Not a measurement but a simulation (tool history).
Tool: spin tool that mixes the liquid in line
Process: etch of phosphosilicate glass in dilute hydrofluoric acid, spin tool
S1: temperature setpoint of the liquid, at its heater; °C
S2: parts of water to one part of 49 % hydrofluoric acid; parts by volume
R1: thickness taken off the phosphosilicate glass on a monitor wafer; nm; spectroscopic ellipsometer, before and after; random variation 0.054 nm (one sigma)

Run 1, hour 0: S1 22 °C, S2 245 parts by volume, time under the liquid (s) 15. Result: R1 3.1794 nm.
Run 2, hour 7.6: S1 23.5 °C, S2 225 parts by volume, time under the liquid (s) 15. Result: R1 3.6504 nm.
Run 3, hour 13.5: S1 26 °C, S2 225 parts by volume, time under the liquid (s) 15. Result: R1 4.0504 nm.
Run 4, hour 18.2: S1 26 °C, S2 225 parts by volume, time under the liquid (s) 15. Result: R1 4.0443 nm.
Run 5, hour 18.9: S1 26 °C, S2 290 parts by volume, time under the liquid (s) 15. Result: R1 2.9665 nm.
Run 6, hour 23: S1 26.5 °C, S2 260 parts by volume, time under the liquid (s) 15. Result: R1 3.4591 nm.
Run 7, hour 28.9: S1 26.5 °C, S2 260 parts by volume, time under the liquid (s) 15. Result: R1 3.4111 nm.
Run 8, hour 31: S1 27 °C, S2 235 parts by volume, time under the liquid (s) 15. Result: R1 3.9635 nm.
Run 9, hour 34.5: S1 27.5 °C, S2 215 parts by volume, time under the liquid (s) 15. Result: R1 4.5049 nm.
Run 10, hour 41.9: S1 28 °C, S2 200 parts by volume, time under the liquid (s) 15. Result: R1 5.0032 nm.

The next listed run, before its measurement:
Run 11, hour 46.8: S1 28.5 °C, S2 190 parts by volume, time under the liquid (s) 15. Result: R1 ?.

{"run 11": {"R1": 5.4772}}

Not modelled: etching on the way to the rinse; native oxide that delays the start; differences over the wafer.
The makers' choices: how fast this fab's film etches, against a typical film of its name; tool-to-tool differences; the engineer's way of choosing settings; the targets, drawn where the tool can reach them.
